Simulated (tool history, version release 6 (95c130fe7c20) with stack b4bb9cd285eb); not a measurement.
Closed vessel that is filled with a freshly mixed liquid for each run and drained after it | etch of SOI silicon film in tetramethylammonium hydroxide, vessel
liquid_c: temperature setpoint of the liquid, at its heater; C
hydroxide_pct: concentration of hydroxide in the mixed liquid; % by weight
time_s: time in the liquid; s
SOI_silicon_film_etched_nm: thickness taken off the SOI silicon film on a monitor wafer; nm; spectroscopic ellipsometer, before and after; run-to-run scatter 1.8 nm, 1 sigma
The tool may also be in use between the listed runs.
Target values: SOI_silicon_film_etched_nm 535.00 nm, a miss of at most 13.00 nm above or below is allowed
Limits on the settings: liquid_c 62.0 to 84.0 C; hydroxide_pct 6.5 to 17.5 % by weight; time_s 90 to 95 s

{"run": 1, "day": 0.0, "liquid_c": 75.0, "hydroxide_pct": 12.0, "time_s": 90, "SOI_silicon_film_etched_nm": 804.58}
{"run": 2, "day": 0.042, "liquid_c": 75.0, "hydroxide_pct": 14.0, "time_s": 90, "SOI_silicon_film_etched_nm": 749.23}
{"run": 3, "day": 0.192, "liquid_c": 75.0, "hydroxide_pct": 14.0, "time_s": 90, "SOI_silicon_film_etched_nm": 747.67}
{"run": 4, "day": 0.475, "liquid_c": 75.0, "hydroxide_pct": 16.0, "time_s": 90, "SOI_silicon_film_etched_nm": 712.12}
{"run": 5, "day": 0.671, "liquid_c": 75.0, "hydroxide_pct": 14.5, "time_s": 90, "SOI_silicon_film_etched_nm": 736.28}
{"run": 6, "day": 1.025, "liquid_c": 73.5, "hydroxide_pct": 14.5, "time_s": 90, "SOI_silicon_film_etched_nm": 676.76}
{"run": 7, "day": 1.079, "liquid_c": 72.5, "hydroxide_pct": 14.5, "time_s": 90, "SOI_silicon_film_etched_nm": 635.75}
{"run": 8, "day": 1.146, "liquid_c": 72.0, "hydroxide_pct": 14.5, "time_s": 90, "SOI_silicon_film_etched_nm": 618.79}
{"run": 9, "day": 1.308, "liquid_c": 69.0, "hydroxide_pct": 14.5, "time_s": 90, "SOI_silicon_film_etched_nm": 517.74}
{"run": 10, "day": 1.571, "liquid_c": 69.0, "hydroxide_pct": 14.5, "time_s": 90, "SOI_silicon_film_etched_nm": 520.92}

Pick the move, out of 4, that brings all results within their allowed miss; only one does.
{"run": "A", "day": 1.833, "liquid_c": 68.0, "hydroxide_pct": 13.5, "time_s": 95, "SOI_silicon_film_etched_nm": "?"}
{"run": "B", "day": 1.833, "liquid_c": 68.0, "hydroxide_pct": 15.0, "time_s": 95, "SOI_silicon_film_etched_nm": "?"}
{"run": "C", "day": 1.833, "liquid_c": 69.0, "hydroxide_pct": 13.5, "time_s": 95, "SOI_silicon_film_etched_nm": "?"}
{"run": "D", "day": 1.833, "liquid_c": 70.0, "hydroxide_pct": 17.5, "time_s": 90, "SOI_silicon_film_etched_nm": "?"}

move=A SOI_silicon_film_etched_nm=537.60
move=B SOI_silicon_film_etched_nm=508.85
move=C SOI_silicon_film_etched_nm=570.40
move=D SOI_silicon_film_etched_nm=513.93
A: every result within its allowed miss
B: moves away from the targets compared with the last run
C: takes the result that was furthest off past its target
D: moves away from the targets compared with the last run
The right move is A.
